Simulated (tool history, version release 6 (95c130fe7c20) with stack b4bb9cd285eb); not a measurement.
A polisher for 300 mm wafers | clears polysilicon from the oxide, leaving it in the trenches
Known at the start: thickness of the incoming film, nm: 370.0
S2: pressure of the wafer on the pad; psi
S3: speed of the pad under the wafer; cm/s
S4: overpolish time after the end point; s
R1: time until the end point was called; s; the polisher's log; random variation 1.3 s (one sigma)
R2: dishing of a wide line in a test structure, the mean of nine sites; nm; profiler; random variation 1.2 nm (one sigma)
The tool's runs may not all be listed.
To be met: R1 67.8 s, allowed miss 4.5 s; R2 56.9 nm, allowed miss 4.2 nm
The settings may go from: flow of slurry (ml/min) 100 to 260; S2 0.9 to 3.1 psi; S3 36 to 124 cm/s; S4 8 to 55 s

run 1 day=0 | flow_of_slurry_(ml/min)=165 S2=2 S3=80 S4=28 | R1=39.952 R2=58.503
run 2 day=0.204 | flow_of_slurry_(ml/min)=165 S2=1.9 S3=80 S4=28 | R1=42.467 R2=57.73
run 3 day=0.479 | flow_of_slurry_(ml/min)=165 S2=2.3 S3=80 S4=28 | R1=36.165 R2=58.06
run 4 day=0.583 | flow_of_slurry_(ml/min)=165 S2=2.1 S3=78 S4=28 | R1=39.411 R2=58.339
run 5 day=0.679 | flow_of_slurry_(ml/min)=165 S2=2.1 S3=78 S4=16 | R1=39.874 R2=53.568
run 6 day=0.792 | flow_of_slurry_(ml/min)=165 S2=1.9 S3=76 S4=18 | R1=43.968 R2=55.734
run 7 day=0.833 | flow_of_slurry_(ml/min)=165 S2=1.8 S3=74 S4=18 | R1=46.36 R2=53.276
run 8 day=1.108 | flow_of_slurry_(ml/min)=165 S2=1.7 S3=74 S4=21 | R1=51.656 R2=54.512
run 9 day=1.4 | flow_of_slurry_(ml/min)=165 S2=1.6 S3=74 S4=23 | R1=54.171 R2=56.993
run 10 day=1.521 | flow_of_slurry_(ml/min)=165 S2=1.5 S3=74 S4=23 | R1=54.45 R2=53.291
run 11 day=1.688 | flow_of_slurry_(ml/min)=165 S2=1.5 S3=72 S4=26 | R1=58.044 R2=57.113

4 next moves are on the table. One of them brings every result within its allowed miss. Which?
run A day=1.854 | flow_of_slurry_(ml/min)=110 S2=1.6 S3=112 S4=18 | R1=? R2=?
run B day=1.854 | flow_of_slurry_(ml/min)=145 S2=1.6 S3=52 S4=41 | R1=? R2=?
run C day=1.854 | flow_of_slurry_(ml/min)=170 S2=1.4 S3=76 S4=33 | R1=? R2=?
run D day=1.854 | flow_of_slurry_(ml/min)=165 S2=1.5 S3=72 S4=32 | R1=? R2=?

move=A R1=43.908 R2=53.068
move=B R1=67.451 R2=56.19
move=C R1=59.326 R2=55.705
move=D R1=57.769 R2=55.679
A: further off than the last run
B: meets every target
C: nearer than the last run, and not there yet
D: as far off as the last run
Answer: B
